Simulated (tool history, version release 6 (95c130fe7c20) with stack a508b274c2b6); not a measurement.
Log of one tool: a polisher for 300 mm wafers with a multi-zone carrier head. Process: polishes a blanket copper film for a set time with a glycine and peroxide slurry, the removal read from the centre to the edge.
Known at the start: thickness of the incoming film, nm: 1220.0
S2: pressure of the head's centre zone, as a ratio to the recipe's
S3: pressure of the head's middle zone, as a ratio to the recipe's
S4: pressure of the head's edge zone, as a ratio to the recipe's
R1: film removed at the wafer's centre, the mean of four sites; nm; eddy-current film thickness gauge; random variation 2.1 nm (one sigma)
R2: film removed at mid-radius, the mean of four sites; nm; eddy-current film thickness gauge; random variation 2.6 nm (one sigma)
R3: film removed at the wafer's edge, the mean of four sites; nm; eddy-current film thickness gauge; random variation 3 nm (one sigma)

Run 1, hour 0: flow of slurry (ml/min) 185, S2 1, S3 1, S4 1, polishing time (s) 78. Result: R1 294.35 nm, R2 280.21 nm, R3 272.05 nm.
Run 2, hour 3.8: flow of slurry (ml/min) 185, S2 1, S3 0.96, S4 1, polishing time (s) 78. Result: R1 297.81 nm, R2 279.22 nm, R3 271.92 nm.
Run 3, hour 8: flow of slurry (ml/min) 185, S2 1, S3 1.01, S4 1, polishing time (s) 78. Result: R1 292.62 nm, R2 283.73 nm, R3 277.07 nm.
Run 4, hour 10.2: flow of slurry (ml/min) 185, S2 1, S3 1.01, S4 1.06, polishing time (s) 78. Result: R1 296.17 nm, R2 290.26 nm, R3 286.67 nm.
Run 5, hour 18.7: flow of slurry (ml/min) 175, S2 0.97, S3 0.97, S4 1.01, polishing time (s) 74. Result: R1 270.1 nm, R2 262.7 nm, R3 260.3 nm.
Run 6, hour 21.7: flow of slurry (ml/min) 170, S2 0.95, S3 0.95, S4 0.97, polishing time (s) 71. Result: R1 249.66 nm, R2 244.43 nm, R3 243.62 nm.
Run 7, hour 27.3: flow of slurry (ml/min) 170, S2 0.95, S3 0.94, S4 0.93, polishing time (s) 69. Result: R1 248.04 nm, R2 243.12 nm, R3 238.57 nm.
Run 8, hour 31.7: flow of slurry (ml/min) 170, S2 0.95, S3 0.93, S4 0.91, polishing time (s) 66. Result: R1 232.31 nm, R2 231.23 nm, R3 226.05 nm.
Run 9, hour 37.9: flow of slurry (ml/min) 165, S2 0.96, S3 0.92, S4 0.89, polishing time (s) 64. Result: R1 226.88 nm, R2 217.93 nm, R3 214.1 nm.
Run 10, hour 46.2: flow of slurry (ml/min) 155, S2 0.96, S3 0.92, S4 0.88, polishing time (s) 64. Result: R1 228.48 nm, R2 215.45 nm, R3 211.3 nm.

Run 11 comes next. What will it give?
Run 11, hour 48.9: flow of slurry (ml/min) 150, S2 0.95, S3 0.92, S4 0.87, polishing time (s) 64. Result: R1 ?, R2 ?, R3 ?.

Run 11 gave R1 223.03 nm, R2 219.9 nm, R3 211.15 nm.

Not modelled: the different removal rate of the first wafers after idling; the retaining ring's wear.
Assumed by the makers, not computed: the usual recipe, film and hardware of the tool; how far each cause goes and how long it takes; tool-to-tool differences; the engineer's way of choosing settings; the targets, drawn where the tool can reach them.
